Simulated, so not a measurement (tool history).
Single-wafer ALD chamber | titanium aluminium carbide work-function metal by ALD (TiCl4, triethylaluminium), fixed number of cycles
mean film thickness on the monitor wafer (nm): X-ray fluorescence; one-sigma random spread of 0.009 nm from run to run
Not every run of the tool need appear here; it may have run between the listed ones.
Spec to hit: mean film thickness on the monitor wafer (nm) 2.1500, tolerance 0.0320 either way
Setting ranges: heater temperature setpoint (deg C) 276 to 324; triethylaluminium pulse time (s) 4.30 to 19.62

run	hour	heater temperature setpoint (deg C)	triethylaluminium pulse time (s)	mean film thickness on the monitor wafer (nm)
1	0.0	300	11.96	1.9298
2	4.4	300	9.15	1.8949
3	6.4	307	10.13	1.9935
4	7.0	300	10.13	1.9197
5	7.7	306	10.61	1.9771
6	11.4	306	12.28	2.0123
# hour 12.8: thermocouple changed; heater temperature recalibrated
7	12.8	309	12.50	2.0864
8	16.9	309	12.50	2.0808
9	22.2	310	12.56	2.0737
10	28.6	312	12.66	2.0957

4 candidate next runs follow, results not yet known. Just one meets every target within its allowed miss. Identify it.
A	35.0	311	10.12	?
B	35.0	323	8.19	?
C	35.0	310	10.99	?
D	35.0	309	9.29	?

move	mean film thickness on the monitor wafer (nm)
A	2.0758
B	2.1467
C	2.0792
D	2.0399
A: lands further from the targets than the last run did
B: every result within its allowed miss
C: lands further from the targets than the last run did
D: lands further from the targets than the last run did
B meets every target.
